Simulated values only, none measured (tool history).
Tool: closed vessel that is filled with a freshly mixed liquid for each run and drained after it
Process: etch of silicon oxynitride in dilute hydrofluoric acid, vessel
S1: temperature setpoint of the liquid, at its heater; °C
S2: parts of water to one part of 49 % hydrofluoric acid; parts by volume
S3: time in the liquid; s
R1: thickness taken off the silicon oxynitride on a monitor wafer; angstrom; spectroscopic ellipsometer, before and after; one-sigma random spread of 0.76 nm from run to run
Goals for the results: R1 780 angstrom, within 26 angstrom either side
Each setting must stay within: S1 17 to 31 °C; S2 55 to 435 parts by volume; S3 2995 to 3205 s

| run | hour | S1 | S2 | S3 | R1 |
|---|---|---|---|---|---|
| 1 | 0 | 23 | 245 | 2995 | 440.69 |
| 2 | 6.7 | 23 | 245 | 3205 | 477.26 |
| 3 | 10.2 | 23 | 245 | 3205 | 477.25 |
| 4 | 17 | 23 | 245 | 3205 | 480.61 |
|  | 25.2 | thermometer replaced |
| 5 | 25.2 | 23 | 275 | 3205 | 392.52 |
| 6 | 29.7 | 23 | 210 | 3205 | 531.44 |
| 7 | 38.6 | 25 | 205 | 3205 | 595.91 |
| 8 | 48.4 | 26.5 | 195 | 3205 | 674.69 |
| 9 | 56.4 | 27.5 | 195 | 3205 | 702.2 |
| 10 | 64.5 | 28 | 195 | 3205 | 725.96 |
| 11 | 66.5 | 28.5 | 195 | 3205 | 743.23 |
| 12 | 71.7 | 29 | 195 | 3205 | 749.68 |

Which one of the following 4 next-run settings gets every result inside its allowed miss? There is exactly one.
| A | 76.9 | 25 | 160 | 3195 | ? |
| B | 76.9 | 26.5 | 175 | 2995 | ? |
| C | 76.9 | 29.5 | 195 | 2995 | ? |
| D | 76.9 | 27.5 | 180 | 2995 | ? |

| move | R1 |
|---|---|
| A | 790.48 |
| B | 715.53 |
| C | 718.43 |
| D | 723.75 |
A: each result inside its tolerance
B: the biggest miss grows against the last run
C: the biggest miss grows against the last run
D: the biggest miss grows against the last run
The move that meets every target is A.
